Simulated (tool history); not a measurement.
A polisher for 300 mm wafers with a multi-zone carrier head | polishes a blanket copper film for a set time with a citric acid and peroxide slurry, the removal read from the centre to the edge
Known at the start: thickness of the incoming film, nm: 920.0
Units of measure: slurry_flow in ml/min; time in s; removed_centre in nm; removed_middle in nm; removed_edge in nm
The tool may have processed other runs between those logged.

run 1 hour=0.0 | slurry_flow=290 centre_zone=1.00 middle_zone=1.00 edge_zone=1.00 slurry_solids=1.00 time=60 | removed_centre=195.96 removed_middle=204.40 removed_edge=207.27
run 2 hour=6.7 | slurry_flow=290 centre_zone=1.05 middle_zone=1.00 edge_zone=1.00 slurry_solids=1.00 time=60 | removed_centre=205.50 removed_middle=200.40 removed_edge=204.62
run 3 hour=13.7 | slurry_flow=290 centre_zone=1.05 middle_zone=0.92 edge_zone=1.00 slurry_solids=1.00 time=60 | removed_centre=203.70 removed_middle=187.14 removed_edge=209.61
run 4 hour=18.9 | slurry_flow=290 centre_zone=1.05 middle_zone=0.95 edge_zone=1.00 slurry_solids=1.00 time=60 | removed_centre=206.39 removed_middle=193.80 removed_edge=204.20
run 5 hour=24.0 | slurry_flow=290 centre_zone=1.05 middle_zone=0.95 edge_zone=1.00 slurry_solids=1.00 time=68 | removed_centre=232.48 removed_middle=216.06 removed_edge=235.02
run 6 hour=32.9 | slurry_flow=290 centre_zone=1.06 middle_zone=0.95 edge_zone=0.98 slurry_solids=0.90 time=62 | removed_centre=207.39 removed_middle=195.03 removed_edge=206.57
run 7 hour=37.5 | slurry_flow=290 centre_zone=1.08 middle_zone=0.94 edge_zone=0.96 slurry_solids=0.80 time=58 | removed_centre=193.57 removed_middle=171.71 removed_edge=185.26
run 8 hour=39.2 | slurry_flow=290 centre_zone=1.08 middle_zone=0.95 edge_zone=0.94 slurry_solids=0.75 time=56 | removed_centre=183.68 removed_middle=164.92 removed_edge=170.57

What will run 9 give?
-- hour=42.1 edge zone pressure recalibrated
run 9 hour=42.1 | slurry_flow=290 centre_zone=1.07 middle_zone=0.94 edge_zone=0.92 slurry_solids=0.70 time=55 | removed_centre=? removed_middle=? removed_edge=?

For run 9 the tool returned removed_centre 172.32 nm, removed_middle 161.08 nm, removed_edge 159.19 nm.

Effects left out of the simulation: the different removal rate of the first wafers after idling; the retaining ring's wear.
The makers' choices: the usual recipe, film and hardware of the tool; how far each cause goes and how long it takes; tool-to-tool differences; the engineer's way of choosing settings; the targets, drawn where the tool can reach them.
